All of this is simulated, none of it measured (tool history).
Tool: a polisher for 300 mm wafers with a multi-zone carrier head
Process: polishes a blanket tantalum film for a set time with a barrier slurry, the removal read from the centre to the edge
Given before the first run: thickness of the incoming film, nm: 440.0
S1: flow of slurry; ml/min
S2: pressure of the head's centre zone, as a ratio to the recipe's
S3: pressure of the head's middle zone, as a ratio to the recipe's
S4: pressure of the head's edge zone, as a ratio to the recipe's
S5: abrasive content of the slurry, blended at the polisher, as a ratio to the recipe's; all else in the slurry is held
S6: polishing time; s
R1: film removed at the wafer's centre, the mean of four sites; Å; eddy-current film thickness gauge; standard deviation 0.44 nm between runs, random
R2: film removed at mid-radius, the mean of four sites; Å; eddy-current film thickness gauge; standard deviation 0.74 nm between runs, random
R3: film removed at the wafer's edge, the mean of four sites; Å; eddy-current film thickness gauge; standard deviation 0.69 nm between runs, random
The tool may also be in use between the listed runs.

run,hour,S1,S2,S3,S4,S5,S6,R1,R2,R3
1,0.0,140,1.00,1.00,1.00,1.00,67,682.03,669.27,675.42
2,6.4,140,1.00,0.92,1.00,1.00,67,685.88,614.83,676.12
3,13.6,140,1.00,0.92,1.00,1.00,59,595.49,536.26,615.49
4,16.4,140,1.00,0.92,1.00,1.00,42,418.23,385.62,431.47
5,20.0,140,0.92,0.92,1.00,1.00,42,388.55,387.87,429.90
6,25.6,110,0.92,0.92,1.00,1.00,42,362.41,369.29,418.52
7,33.8,120,0.93,0.99,1.04,1.15,46,427.49,459.15,489.01
8,40.6,160,0.98,1.09,1.14,1.40,48,526.79,546.52,568.16

Expected results for the next run?
9,42.7,165,0.96,1.12,1.12,1.45,51,?,?,?

R1: 553.31 Å
R2: 627.20 Å
R3: 607.61 Å
